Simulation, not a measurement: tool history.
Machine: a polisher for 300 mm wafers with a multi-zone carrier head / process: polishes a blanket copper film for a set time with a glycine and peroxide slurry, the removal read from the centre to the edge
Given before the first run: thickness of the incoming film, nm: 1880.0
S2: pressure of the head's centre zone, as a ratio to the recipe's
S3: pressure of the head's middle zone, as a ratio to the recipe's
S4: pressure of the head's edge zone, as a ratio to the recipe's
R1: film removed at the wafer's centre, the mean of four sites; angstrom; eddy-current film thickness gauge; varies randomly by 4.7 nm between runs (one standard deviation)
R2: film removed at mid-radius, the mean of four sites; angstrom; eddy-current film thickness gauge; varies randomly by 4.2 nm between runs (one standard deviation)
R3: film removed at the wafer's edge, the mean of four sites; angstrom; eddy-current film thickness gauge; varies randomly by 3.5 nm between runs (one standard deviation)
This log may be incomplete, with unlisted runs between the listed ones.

run 1 day=0.000 | flow_of_slurry_(ml/min)=135 S2=1.00 S3=1.00 S4=1.00 polishing_time_(s)=65 | R1=2684.3 R2=2981.6 R3=3063.4
run 2 day=0.071 | flow_of_slurry_(ml/min)=140 S2=1.02 S3=1.02 S4=1.01 polishing_time_(s)=67 | R1=2793.4 R2=3166.6 R3=3168.2
run 3 day=0.138 | flow_of_slurry_(ml/min)=140 S2=1.02 S3=1.02 S4=1.01 polishing_time_(s)=57 | R1=2410.1 R2=2733.3 R3=2708.0
run 4 day=0.504 | flow_of_slurry_(ml/min)=145 S2=1.04 S3=1.03 S4=1.02 polishing_time_(s)=61 | R1=2664.4 R2=2985.0 R3=2854.4
run 5 day=0.575 | flow_of_slurry_(ml/min)=145 S2=1.12 S3=1.03 S4=1.02 polishing_time_(s)=61 | R1=2841.5 R2=2983.6 R3=2929.6
-- day=0.646 centre zone pressure recalibrated
run 6 day=0.646 | flow_of_slurry_(ml/min)=150 S2=1.12 S3=1.04 S4=1.03 polishing_time_(s)=64 | R1=3354.7 R2=3150.6 R3=3107.0
run 7 day=0.792 | flow_of_slurry_(ml/min)=145 S2=1.10 S3=1.06 S4=1.03 polishing_time_(s)=67 | R1=3346.2 R2=3307.8 R3=3190.8
run 8 day=1.012 | flow_of_slurry_(ml/min)=145 S2=1.07 S3=1.07 S4=1.04 polishing_time_(s)=70 | R1=3469.1 R2=3499.1 R3=3322.5
run 9 day=1.300 | flow_of_slurry_(ml/min)=145 S2=1.05 S3=1.07 S4=1.04 polishing_time_(s)=73 | R1=3553.1 R2=3724.7 R3=3533.4
run 10 day=1.400 | flow_of_slurry_(ml/min)=145 S2=1.04 S3=1.07 S4=1.05 polishing_time_(s)=75 | R1=3570.3 R2=3776.7 R3=3628.4

Predict the results of run 11:
run 11 day=1.692 | flow_of_slurry_(ml/min)=145 S2=1.03 S3=1.08 S4=1.06 polishing_time_(s)=77 | R1=? R2=? R3=?

Logged for run 11: R1 3690.5 angstrom, R2 3894.5 angstrom, R3 3706.4 angstrom.

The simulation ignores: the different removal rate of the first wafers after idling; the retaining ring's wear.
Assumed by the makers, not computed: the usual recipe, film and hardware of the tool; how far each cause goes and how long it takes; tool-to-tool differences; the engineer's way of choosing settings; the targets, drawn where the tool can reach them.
